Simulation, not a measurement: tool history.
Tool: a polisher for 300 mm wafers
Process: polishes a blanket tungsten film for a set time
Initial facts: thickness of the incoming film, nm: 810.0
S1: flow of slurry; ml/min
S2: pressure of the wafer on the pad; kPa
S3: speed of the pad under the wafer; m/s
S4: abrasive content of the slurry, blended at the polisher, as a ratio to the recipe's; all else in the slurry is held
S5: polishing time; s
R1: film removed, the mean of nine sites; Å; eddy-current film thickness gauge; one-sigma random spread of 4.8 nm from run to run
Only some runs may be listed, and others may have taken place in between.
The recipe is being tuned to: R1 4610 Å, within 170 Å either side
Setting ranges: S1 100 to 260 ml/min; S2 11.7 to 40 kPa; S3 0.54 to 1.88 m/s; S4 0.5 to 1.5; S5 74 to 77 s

| run | day | S1 | S2 | S3 | S4 | S5 | R1 |
|---|---|---|---|---|---|---|---|
| 1 | 0 | 165 | 25.5 | 1.2 | 1 | 74 | 3415.1 |
| 2 | 0.208 | 165 | 26.2 | 1.2 | 1 | 74 | 3409.4 |
| 3 | 0.462 | 165 | 29.6 | 1.2 | 1 | 74 | 3789 |
| 4 | 0.725 | 165 | 30.3 | 1.2 | 1 | 74 | 3866.6 |
| 5 | 1.025 | 165 | 31 | 1.2 | 1 | 74 | 3939.2 |
| 6 | 1.233 | 165 | 28.3 | 1.2 | 1 | 74 | 3630.2 |
| 7 | 1.471 | 165 | 29 | 1.2 | 1 | 74 | 3647.7 |
| 8 | 1.75 | 165 | 29.6 | 1.2 | 1 | 74 | 3719.1 |
| 9 | 1.779 | 165 | 30.3 | 1.2 | 1 | 74 | 3856.5 |
| 10 | 1.842 | 165 | 31 | 1.2 | 1 | 74 | 3944.5 |
| 11 | 2.083 | 165 | 31.7 | 1.2 | 1 | 74 | 3880.4 |
| 12 | 2.204 | 165 | 32.4 | 1.2 | 1 | 74 | 4023.5 |
| 13 | 2.288 | 165 | 33.1 | 1.2 | 1 | 74 | 4099.4 |

4 candidate next runs follow, results not yet known. Just one meets every target within its allowed miss. Identify it.
| A | 2.371 | 180 | 37.2 | 1.28 | 0.5 | 74 | ? |
| B | 2.371 | 140 | 35.2 | 1.32 | 1.1 | 74 | ? |
| C | 2.371 | 130 | 31 | 1.38 | 1.05 | 74 | ? |
| D | 2.371 | 165 | 35.9 | 1.16 | 0.95 | 74 | ? |

| move | R1 |
|---|---|
| A | 4213.1 |
| B | 4646.4 |
| C | 4300.5 |
| D | 4152.8 |
A: gains on the last run, yet a result remains outside its allowed miss
B: meets every target
C: gains on the last run, yet a result remains outside its allowed miss
D: gains on the last run, yet a result remains outside its allowed miss
B meets every target.
